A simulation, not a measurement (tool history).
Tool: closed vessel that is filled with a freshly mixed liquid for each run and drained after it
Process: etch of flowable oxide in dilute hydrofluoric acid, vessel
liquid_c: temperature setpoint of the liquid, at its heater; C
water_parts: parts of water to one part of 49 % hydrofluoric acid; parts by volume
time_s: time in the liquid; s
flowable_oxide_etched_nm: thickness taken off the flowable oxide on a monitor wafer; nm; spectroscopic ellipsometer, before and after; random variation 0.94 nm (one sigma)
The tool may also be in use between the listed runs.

run	day	liquid_c	water_parts	time_s	flowable_oxide_etched_nm
1	0.000	24.0	65	100	70.907
2	0.254	25.0	60	100	80.833
3	0.500	26.0	55	100	92.088
4	0.654	26.0	45	100	114.580
5	0.917	26.0	65	100	77.769
6	1.175	26.0	65	110	84.955
7	1.533	27.0	60	110	95.411
8	1.854	31.0	40	110	174.950

Forecast run 9:
9	2.179	30.5	40	110	?

{"run 9": {"flowable_oxide_etched_nm": 171.78}}
